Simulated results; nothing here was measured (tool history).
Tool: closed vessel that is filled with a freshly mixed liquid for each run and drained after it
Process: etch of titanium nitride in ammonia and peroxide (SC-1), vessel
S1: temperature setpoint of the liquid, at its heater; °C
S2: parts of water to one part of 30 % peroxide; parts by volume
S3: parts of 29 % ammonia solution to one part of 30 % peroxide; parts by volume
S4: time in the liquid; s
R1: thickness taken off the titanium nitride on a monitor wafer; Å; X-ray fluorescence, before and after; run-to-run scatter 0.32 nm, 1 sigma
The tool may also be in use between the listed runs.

{"run": 1, "hour": 0.0, "S1": 53, "S2": 12.5, "S3": 0.55, "S4": 100, "R1": 122.12}
{"run": 2, "hour": 8.4, "S1": 56.5, "S2": 12.5, "S3": 0.55, "S4": 100, "R1": 154.54}
{"run": 3, "hour": 16.7, "S1": 58, "S2": 12.5, "S3": 0.55, "S4": 100, "R1": 167.36}
{"run": 4, "hour": 24.7, "S1": 58, "S2": 15.5, "S3": 0.55, "S4": 100, "R1": 153.11}
{"run": 5, "hour": 33.9, "S1": 65, "S2": 15.5, "S3": 0.55, "S4": 100, "R1": 233.51}
{"run": 6, "hour": 39.8, "S1": 65, "S2": 13, "S3": 0.55, "S4": 100, "R1": 257.91}

Estimate the outcome of run 7 from the log above:
{"run": 7, "hour": 46.1, "S1": 65.5, "S2": 12.5, "S3": 0.55, "S4": 100, "R1": "?"}

Run 7 yielded R1 274.82 Å.

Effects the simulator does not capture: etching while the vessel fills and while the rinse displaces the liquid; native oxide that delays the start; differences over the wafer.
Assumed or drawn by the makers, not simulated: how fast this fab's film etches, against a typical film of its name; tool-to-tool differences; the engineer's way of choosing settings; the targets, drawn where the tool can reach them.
